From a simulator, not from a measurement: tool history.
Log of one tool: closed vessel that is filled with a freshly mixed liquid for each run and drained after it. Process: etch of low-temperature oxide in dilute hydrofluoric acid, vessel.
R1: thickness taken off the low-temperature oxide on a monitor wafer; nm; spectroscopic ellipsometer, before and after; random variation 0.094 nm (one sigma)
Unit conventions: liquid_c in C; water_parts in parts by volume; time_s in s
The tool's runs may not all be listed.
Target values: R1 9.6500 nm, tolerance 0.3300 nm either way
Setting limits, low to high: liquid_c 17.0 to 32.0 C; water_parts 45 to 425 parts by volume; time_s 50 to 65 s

Run 1, hour 0.0: liquid_c 24.0 C, water_parts 235 parts by volume, time_s 65 s. Result: R1 7.0089 nm.
Run 2, hour 3.7: liquid_c 24.0 C, water_parts 195 parts by volume, time_s 65 s. Result: R1 8.8902 nm.
Run 3, hour 12.8: liquid_c 24.0 C, water_parts 260 parts by volume, time_s 65 s. Result: R1 6.3252 nm.
Run 4, hour 16.1: liquid_c 24.0 C, water_parts 260 parts by volume, time_s 50 s. Result: R1 4.8595 nm.
Run 5, hour 23.7: liquid_c 24.0 C, water_parts 195 parts by volume, time_s 50 s. Result: R1 6.9370 nm.
Run 6, hour 31.7: liquid_c 24.0 C, water_parts 195 parts by volume, time_s 50 s. Result: R1 6.9664 nm.
Run 7, hour 35.9: liquid_c 25.5 C, water_parts 190 parts by volume, time_s 50 s. Result: R1 7.5327 nm.
Run 8, hour 37.3: liquid_c 26.5 C, water_parts 185 parts by volume, time_s 50 s. Result: R1 8.0468 nm.
Run 9, hour 39.3: liquid_c 27.5 C, water_parts 185 parts by volume, time_s 50 s. Result: R1 8.3761 nm.
Run 10, hour 45.0: liquid_c 28.5 C, water_parts 185 parts by volume, time_s 50 s. Result: R1 8.6855 nm.
Run 11, hour 52.9: liquid_c 29.0 C, water_parts 185 parts by volume, time_s 50 s. Result: R1 8.8084 nm.
Run 12, hour 59.2: liquid_c 29.5 C, water_parts 185 parts by volume, time_s 50 s. Result: R1 8.9632 nm.
Run 13, hour 67.8: liquid_c 30.0 C, water_parts 185 parts by volume, time_s 50 s. Result: R1 9.0958 nm.
Run 14, hour 69.8: liquid_c 30.5 C, water_parts 185 parts by volume, time_s 50 s. Result: R1 9.3152 nm.

4 candidate next runs follow, results not yet known. Just one meets every target within its allowed miss. Identify it.
Run A, hour 71.8: liquid_c 30.5 C, water_parts 205 parts by volume, time_s 55 s. Result: R1 ?.
Run B, hour 71.8: liquid_c 28.5 C, water_parts 195 parts by volume, time_s 55 s. Result: R1 ?.
Run C, hour 71.8: liquid_c 30.0 C, water_parts 215 parts by volume, time_s 65 s. Result: R1 ?.
Run D, hour 71.8: liquid_c 30.0 C, water_parts 185 parts by volume, time_s 50 s. Result: R1 ?.

move      R1
   A  8.9144
   B  8.8706
   C  9.7537
   D  9.0635
A: lands further from the targets than the last run did
B: lands further from the targets than the last run did
C: every result within its allowed miss
D: lands further from the targets than the last run did
So the answer is move C, the one that meets all the targets.

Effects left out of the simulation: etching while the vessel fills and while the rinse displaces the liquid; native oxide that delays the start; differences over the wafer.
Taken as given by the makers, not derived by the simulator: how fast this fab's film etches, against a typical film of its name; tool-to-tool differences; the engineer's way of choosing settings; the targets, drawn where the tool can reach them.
